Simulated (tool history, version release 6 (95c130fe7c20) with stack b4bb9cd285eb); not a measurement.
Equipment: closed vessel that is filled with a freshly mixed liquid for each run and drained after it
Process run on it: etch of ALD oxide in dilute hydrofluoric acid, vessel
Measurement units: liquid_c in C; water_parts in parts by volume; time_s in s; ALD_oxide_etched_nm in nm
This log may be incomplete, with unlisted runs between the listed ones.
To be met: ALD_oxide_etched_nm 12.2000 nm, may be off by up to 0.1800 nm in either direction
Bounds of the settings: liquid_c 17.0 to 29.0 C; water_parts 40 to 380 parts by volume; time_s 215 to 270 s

{"run": 1, "hour": 0.0, "liquid_c": 21.0, "water_parts": 210, "time_s": 270, "ALD_oxide_etched_nm": 10.735}
{"run": 2, "hour": 2.0, "liquid_c": 21.0, "water_parts": 250, "time_s": 270, "ALD_oxide_etched_nm": 8.6543}
{"run": 3, "hour": 9.1, "liquid_c": 23.0, "water_parts": 250, "time_s": 270, "ALD_oxide_etched_nm": 9.1905}
{"run": 4, "hour": 11.0, "liquid_c": 23.0, "water_parts": 250, "time_s": 215, "ALD_oxide_etched_nm": 7.3808}
{"run": 5, "hour": 11.7, "liquid_c": 24.0, "water_parts": 230, "time_s": 215, "ALD_oxide_etched_nm": 8.5022}
{"run": 6, "hour": 15.9, "liquid_c": 24.0, "water_parts": 230, "time_s": 270, "ALD_oxide_etched_nm": 10.643}
{"run": 7, "hour": 18.9, "liquid_c": 25.0, "water_parts": 230, "time_s": 270, "ALD_oxide_etched_nm": 11.12}
{"run": 8, "hour": 22.0, "liquid_c": 25.5, "water_parts": 230, "time_s": 270, "ALD_oxide_etched_nm": 11.254}
{"run": 9, "hour": 29.0, "liquid_c": 26.0, "water_parts": 230, "time_s": 270, "ALD_oxide_etched_nm": 11.458}
{"run": 10, "hour": 35.1, "liquid_c": 26.5, "water_parts": 230, "time_s": 270, "ALD_oxide_etched_nm": 11.666}
{"run": 11, "hour": 40.6, "liquid_c": 27.0, "water_parts": 230, "time_s": 270, "ALD_oxide_etched_nm": 11.924}

4 candidate next runs follow, results not yet known. Just one meets every target within its allowed miss. Identify it.
{"run": "A", "hour": 46.1, "liquid_c": 27.0, "water_parts": 200, "time_s": 225, "ALD_oxide_etched_nm": "?"}
{"run": "B", "hour": 46.1, "liquid_c": 23.0, "water_parts": 205, "time_s": 265, "ALD_oxide_etched_nm": "?"}
{"run": "C", "hour": 46.1, "liquid_c": 29.0, "water_parts": 235, "time_s": 265, "ALD_oxide_etched_nm": "?"}
{"run": "D", "hour": 46.1, "liquid_c": 26.5, "water_parts": 235, "time_s": 270, "ALD_oxide_etched_nm": "?"}

move=A ALD_oxide_etched_nm=11.7680
move=B ALD_oxide_etched_nm=11.6210
move=C ALD_oxide_etched_nm=12.1490
move=D ALD_oxide_etched_nm=11.3530
A: misses by more than the last run did
B: misses by more than the last run did
C: hits every target within its allowed miss
D: misses by more than the last run did
So the answer is move C, the one that meets all the targets.
